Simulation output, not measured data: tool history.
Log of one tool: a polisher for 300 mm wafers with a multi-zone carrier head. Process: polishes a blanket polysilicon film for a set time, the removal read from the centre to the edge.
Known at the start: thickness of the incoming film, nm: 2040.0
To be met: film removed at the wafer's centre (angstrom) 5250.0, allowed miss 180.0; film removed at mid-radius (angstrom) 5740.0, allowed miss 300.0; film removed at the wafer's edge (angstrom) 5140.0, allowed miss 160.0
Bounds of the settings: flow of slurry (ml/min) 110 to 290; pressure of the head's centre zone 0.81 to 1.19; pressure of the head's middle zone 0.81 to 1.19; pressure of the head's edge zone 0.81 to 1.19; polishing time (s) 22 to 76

run    day  flow of slurry (ml/min)  pressure of the head's centre zone  pressure of the head's middle zone  pressure of the head's edge zone  polishing time (s)  film removed at the wafer's centre (angstrom)  film removed at mid-radius (angstrom)  film removed at the wafer's edge (angstrom)
  1  0.000                      185                                1.00                                1.00                              1.00                  49                                         4618.8                                 4352.9                                       4362.2
  2  0.058                      185                                1.08                                1.00                              1.00                  49                                         4936.6                                 4422.4                                       4384.4
  3  0.083                      190                                1.07                                1.02                              1.02                  49                                         4945.8                                 4365.2                                       4440.1
  4  0.383                      190                                1.07                                1.02                              1.02                  55                                         5522.4                                 4996.7                                       4942.3
  5  0.479                      190                                1.06                                1.04                              1.02                  55                                         5455.6                                 5154.4                                       5001.0
  6  0.592                      190                                1.05                                1.05                              1.02                  55                                         5476.4                                 5143.7                                       4951.0
  7  0.938                      190                                1.04                                1.06                              1.02                  55                                         5427.7                                 4984.7                                       4924.5
  8  1.058                      210                                0.94                                1.16                              0.92                  61                                         5676.4                                 6196.5                                       5350.8
  9  1.250                      205                                0.94                                1.15                              0.92                  61                                         5594.9                                 6014.4                                       5211.6
 10  1.479                      205                                0.94                                1.15                              0.92                  61                                         5605.5                                 6281.9                                       5322.3
     1.562  -- centre zone pressure recalibrated
 11  1.562                      200                                0.94                                1.14                              0.92                  61                                         5165.1                                 5937.0                                       5332.4

5 next moves are on the table. One of them brings every result within its allowed miss. Which?
  A  1.646                      205                                0.98                                1.11                              0.92                  59                                              ?                                      ?                                            ?
  B  1.646                      205                                0.92                                1.12                              0.98                  61                                              ?                                      ?                                            ?
  C  1.646                      150                                0.93                                1.14                              1.00                  63                                              ?                                      ?                                            ?
  D  1.646                      215                                0.94                                1.09                              0.93                  62                                              ?                                      ?                                            ?
  E  1.646                      210                                0.91                                1.19                              1.00                  61                                              ?                                      ?                                            ?

move  film removed at the wafer's centre (angstrom)  film removed at mid-radius (angstrom)  film removed at the wafer's edge (angstrom)
   A                                         5160.5                                 5561.7                                       5162.3
   B                                         5096.4                                 5794.8                                       5484.7
   C                                         5037.1                                 5799.7                                       5524.2
   D                                         5295.8                                 5791.8                                       5476.0
   E                                         5076.5                                 6119.8                                       5541.8
A: meets every target
B: further off than the last run
C: further off than the last run
D: further off than the last run
E: further off than the last run
The right move is A.

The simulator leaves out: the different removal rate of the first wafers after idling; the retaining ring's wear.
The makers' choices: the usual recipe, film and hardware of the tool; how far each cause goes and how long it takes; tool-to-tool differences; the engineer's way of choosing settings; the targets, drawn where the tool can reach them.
